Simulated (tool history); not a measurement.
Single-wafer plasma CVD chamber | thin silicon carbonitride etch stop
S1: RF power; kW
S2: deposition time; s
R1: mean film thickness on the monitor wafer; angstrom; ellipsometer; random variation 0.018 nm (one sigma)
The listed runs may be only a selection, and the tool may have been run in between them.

Run 1, hour 0: S1 0.24 kW, S2 8.93 s. Result: R1 50.143 angstrom.
Run 2, hour 4.5: S1 0.23 kW, S2 8.61 s. Result: R1 47.571 angstrom.
Run 3, hour 5.2: S1 0.23 kW, S2 7.63 s. Result: R1 42.099 angstrom.
Run 4, hour 12.1: S1 0.22 kW, S2 7.6 s. Result: R1 41.787 angstrom.
Run 5, hour 15.3: S1 0.22 kW, S2 8.74 s. Result: R1 48.012 angstrom.
Run 6, hour 19.3: S1 0.235 kW, S2 8.74 s. Result: R1 48.307 angstrom.
Run 7, hour 27.6: S1 0.23 kW, S2 8.42 s. Result: R1 46.598 angstrom.
Run 8, hour 35.4: S1 0.22 kW, S2 8.19 s. Result: R1 44.946 angstrom.
Run 9, hour 40.9: S1 0.215 kW, S2 7.98 s. Result: R1 43.81 angstrom.
Run 10, hour 43.2: S1 0.215 kW, S2 7.79 s. Result: R1 42.657 angstrom.
Run 11, hour 48.8: S1 0.21 kW, S2 7.66 s. Result: R1 41.897 angstrom.
Run 12, hour 53.9: S1 0.205 kW, S2 7.55 s. Result: R1 41.252 angstrom.

Forecast run 13:
Run 13, hour 62.7: S1 0.205 kW, S2 7.46 s. Result: R1 ?.

R1: 40.426 angstrom
